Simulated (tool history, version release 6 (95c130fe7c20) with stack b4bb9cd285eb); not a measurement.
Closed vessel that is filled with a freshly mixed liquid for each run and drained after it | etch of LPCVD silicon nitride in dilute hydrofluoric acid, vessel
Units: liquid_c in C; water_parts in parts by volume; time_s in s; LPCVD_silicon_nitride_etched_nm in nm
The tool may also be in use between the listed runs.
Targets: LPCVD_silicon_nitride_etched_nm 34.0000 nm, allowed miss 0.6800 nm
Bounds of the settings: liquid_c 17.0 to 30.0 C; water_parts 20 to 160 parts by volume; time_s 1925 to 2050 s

| run | hour | liquid_c | water_parts | time_s | LPCVD_silicon_nitride_etched_nm |
|---|---|---|---|---|---|
| 1 | 0.0 | 22.0 | 90 | 1925 | 8.8267 |
| 2 | 2.5 | 19.5 | 90 | 1925 | 7.4608 |
| 3 | 3.0 | 19.5 | 120 | 1925 | 5.6261 |
| 4 | 4.5 | 19.5 | 150 | 1925 | 4.5923 |
| 5 | 5.8 | 21.5 | 120 | 1950 | 6.5542 |
| 6 | 9.9 | 19.5 | 120 | 1950 | 5.6818 |
| 7 | 11.2 | 21.5 | 100 | 1970 | 7.9009 |
| 8 | 15.0 | 25.5 | 65 | 2050 | 16.4560 |

Which of these 5 next moves meets every target?
| A | 18.8 | 29.0 | 25 | 2005 | ? |
| B | 18.8 | 26.0 | 40 | 1940 | ? |
| C | 18.8 | 29.5 | 40 | 2040 | ? |
| D | 18.8 | 27.0 | 35 | 2030 | ? |
| E | 18.8 | 27.0 | 50 | 2045 | ? |

| move | LPCVD_silicon_nitride_etched_nm |
|---|---|
| A | 51.3970 |
| B | 25.8070 |
| C | 34.1820 |
| D | 32.8830 |
| E | 23.3580 |
A: takes the result that was furthest off past its target
B: nearer than the last run, and not there yet
C: meets every target
D: nearer than the last run, and not there yet
E: nearer than the last run, and not there yet
Answer: C
